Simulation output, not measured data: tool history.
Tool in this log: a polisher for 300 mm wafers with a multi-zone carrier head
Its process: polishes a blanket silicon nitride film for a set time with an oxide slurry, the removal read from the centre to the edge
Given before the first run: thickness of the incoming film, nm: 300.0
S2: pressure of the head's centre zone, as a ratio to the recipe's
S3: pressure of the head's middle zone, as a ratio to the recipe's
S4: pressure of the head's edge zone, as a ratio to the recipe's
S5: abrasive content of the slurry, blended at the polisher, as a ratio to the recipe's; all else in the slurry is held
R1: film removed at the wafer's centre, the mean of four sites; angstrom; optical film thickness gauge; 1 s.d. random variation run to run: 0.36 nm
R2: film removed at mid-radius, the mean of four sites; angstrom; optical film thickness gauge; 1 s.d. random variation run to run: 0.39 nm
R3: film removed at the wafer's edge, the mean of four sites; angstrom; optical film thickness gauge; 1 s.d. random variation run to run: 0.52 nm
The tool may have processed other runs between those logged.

Run 1, day 0: flow of slurry (ml/min) 290, S2 1, S3 1, S4 1, S5 1, polishing time (s) 50. Result: R1 564.44 angstrom, R2 554.93 angstrom, R3 573.87 angstrom.
Run 2, day 0.375: flow of slurry (ml/min) 290, S2 0.98, S3 0.99, S4 0.99, S5 0.95, polishing time (s) 50. Result: R1 548.72 angstrom, R2 545.05 angstrom, R3 560.74 angstrom.
Run 3, day 0.512: flow of slurry (ml/min) 290, S2 0.98, S3 0.99, S4 0.99, S5 0.85, polishing time (s) 50. Result: R1 525.66 angstrom, R2 511.46 angstrom, R3 529.11 angstrom.
Run 4, day 0.65: flow of slurry (ml/min) 290, S2 0.98, S3 0.99, S4 0.99, S5 1, polishing time (s) 50. Result: R1 557.86 angstrom, R2 539.52 angstrom, R3 566.96 angstrom.
Run 5, day 0.788: flow of slurry (ml/min) 330, S2 0.98, S3 0.99, S4 0.99, S5 1, polishing time (s) 50. Result: R1 566.85 angstrom, R2 554.14 angstrom, R3 562.15 angstrom.
Run 6, day 0.842: flow of slurry (ml/min) 330, S2 0.96, S3 0.98, S4 0.99, S5 0.95, polishing time (s) 50. Result: R1 554.03 angstrom, R2 534.11 angstrom, R3 561.79 angstrom.

Estimate the outcome of run 7 from the log above:
Run 7, day 1.188: flow of slurry (ml/min) 325, S2 0.94, S3 0.98, S4 0.98, S5 0.9, polishing time (s) 50. Result: R1 ?, R2 ?, R3 ?.

R1: 520.03 angstrom
R2: 521.64 angstrom
R3: 542.57 angstrom

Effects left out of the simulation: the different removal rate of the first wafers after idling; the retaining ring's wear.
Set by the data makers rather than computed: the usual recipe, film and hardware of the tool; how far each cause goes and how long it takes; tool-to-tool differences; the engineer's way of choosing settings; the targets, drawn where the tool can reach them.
